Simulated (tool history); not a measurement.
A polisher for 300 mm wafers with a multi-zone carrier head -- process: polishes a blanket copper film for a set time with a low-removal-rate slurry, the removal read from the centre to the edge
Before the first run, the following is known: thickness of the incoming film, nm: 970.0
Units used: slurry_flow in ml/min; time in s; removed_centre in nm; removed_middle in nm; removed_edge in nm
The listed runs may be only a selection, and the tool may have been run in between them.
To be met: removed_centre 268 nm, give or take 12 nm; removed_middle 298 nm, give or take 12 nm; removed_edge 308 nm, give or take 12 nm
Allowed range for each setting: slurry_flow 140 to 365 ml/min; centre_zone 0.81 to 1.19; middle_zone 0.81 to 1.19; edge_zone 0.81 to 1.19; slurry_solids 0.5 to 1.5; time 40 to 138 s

Run 1, day 0: slurry_flow 235 ml/min, centre_zone 1, middle_zone 1, edge_zone 1, slurry_solids 1, time 88 s. Result: removed_centre 245.49 nm, removed_middle 250.42 nm, removed_edge 243.13 nm.
Run 2, day 0.292: slurry_flow 235 ml/min, centre_zone 1, middle_zone 1, edge_zone 0.92, slurry_solids 1, time 88 s. Result: removed_centre 244.64 nm, removed_middle 249.64 nm, removed_edge 235.33 nm.
Run 3, day 0.467: slurry_flow 235 ml/min, centre_zone 0.97, middle_zone 0.99, edge_zone 0.97, slurry_solids 1.15, time 90 s. Result: removed_centre 250.97 nm, removed_middle 259.94 nm, removed_edge 249.67 nm.
Run 4, day 0.767: slurry_flow 270 ml/min, centre_zone 0.97, middle_zone 0.99, edge_zone 0.97, slurry_solids 1.15, time 90 s. Result: removed_centre 259.17 nm, removed_middle 261.81 nm, removed_edge 254.84 nm.
Run 5, day 1.129: slurry_flow 270 ml/min, centre_zone 0.97, middle_zone 0.99, edge_zone 0.93, slurry_solids 1.15, time 90 s. Result: removed_centre 260.29 nm, removed_middle 266.13 nm, removed_edge 255.51 nm.
Run 6, day 1.379: slurry_flow 270 ml/min, centre_zone 0.97, middle_zone 0.99, edge_zone 0.93, slurry_solids 1, time 90 s. Result: removed_centre 251.49 nm, removed_middle 256.09 nm, removed_edge 245.62 nm.
Run 7, day 1.45: slurry_flow 275 ml/min, centre_zone 0.93, middle_zone 0.99, edge_zone 0.98, slurry_solids 1.15, time 92 s. Result: removed_centre 256.09 nm, removed_middle 273.4 nm, removed_edge 263.49 nm.
Run 8, day 1.679: slurry_flow 280 ml/min, centre_zone 0.91, middle_zone 0.98, edge_zone 1.02, slurry_solids 1.25, time 93 s. Result: removed_centre 250.36 nm, removed_middle 275.37 nm, removed_edge 274.95 nm.
Run 9, day 1.962: slurry_flow 290 ml/min, centre_zone 0.94, middle_zone 1, edge_zone 1.11, slurry_solids 1.5, time 97 s. Result: removed_centre 280.64 nm, removed_middle 304.47 nm, removed_edge 308.82 nm.

Which one of the following 4 next-run settings gets every result inside its allowed miss? There is exactly one.
Run A, day 2.246: slurry_flow 325 ml/min, centre_zone 0.9, middle_zone 1.01, edge_zone 1.14, slurry_solids 1.5, time 94 s. Result: removed_centre ?, removed_middle ?, removed_edge ?.
Run B, day 2.246: slurry_flow 265 ml/min, centre_zone 0.97, middle_zone 0.99, edge_zone 1.1, slurry_solids 1.35, time 99 s. Result: removed_centre ?, removed_middle ?, removed_edge ?.
Run C, day 2.246: slurry_flow 290 ml/min, centre_zone 0.95, middle_zone 0.91, edge_zone 1.07, slurry_solids 1.5, time 101 s. Result: removed_centre ?, removed_middle ?, removed_edge ?.
Run D, day 2.246: slurry_flow 295 ml/min, centre_zone 0.95, middle_zone 0.99, edge_zone 1.13, slurry_solids 1.45, time 100 s. Result: removed_centre ?, removed_middle ?, removed_edge ?.

move  removed_centre  removed_middle  removed_edge
   A          264.06          301.87        308.01
   B          285.61          300.92        308.03
   C          294.63          298.07        319.39
   D          290.41           311.6        322.04
A: all results in spec
B: misses by more than the last run did
C: misses by more than the last run did
D: misses by more than the last run did
The move that meets every target is A.
